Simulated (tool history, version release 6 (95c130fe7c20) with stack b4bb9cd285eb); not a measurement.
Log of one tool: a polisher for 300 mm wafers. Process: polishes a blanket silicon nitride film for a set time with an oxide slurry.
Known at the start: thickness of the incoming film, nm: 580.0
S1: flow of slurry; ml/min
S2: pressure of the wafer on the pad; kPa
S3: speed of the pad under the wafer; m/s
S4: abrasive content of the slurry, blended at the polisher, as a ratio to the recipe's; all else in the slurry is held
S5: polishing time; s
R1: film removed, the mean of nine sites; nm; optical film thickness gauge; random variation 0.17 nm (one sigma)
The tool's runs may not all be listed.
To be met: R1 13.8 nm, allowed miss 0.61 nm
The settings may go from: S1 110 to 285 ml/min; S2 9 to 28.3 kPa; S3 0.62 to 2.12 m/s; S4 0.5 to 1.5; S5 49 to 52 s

run  hour   S1    S2    S3  S4  S5      R1
  1     0  180  18.6  1.36   1  49  24.241
  2   8.8  180  17.2  1.36   1  49  22.775
  3  11.7  155  17.2  1.36   1  49  22.331
  4  16.2  155  16.5  1.34   1  49  20.968
  5  24.5  135  16.5  1.34   1  49   20.51
  6  25.8  135  15.9  1.34   1  49  19.611
  7  32.7  135  15.2  1.34   1  49  18.829
  8  34.9  135  14.5  1.34   1  49  18.139
  9  40.3  135  13.8  1.34   1  49  17.631
 10  46.5  135     9   1.3   1  49  11.916

4 next moves are on the table. One of them brings every result within its allowed miss. Which?
  A  52.7  110     9  0.98  1.15  49   ?
  B  52.7  140     9  1.32   0.9  51   ?
  C  52.7  125  11.7     1  1.05  49   ?
  D  52.7  120     9  1.58  1.05  50   ?

move      R1
   A  9.5118
   B  11.924
   C  12.014
   D  13.782
A: further off than the last run
B: as far off as the last run
C: nearer than the last run, and not there yet
D: meets every target
The right move is D.
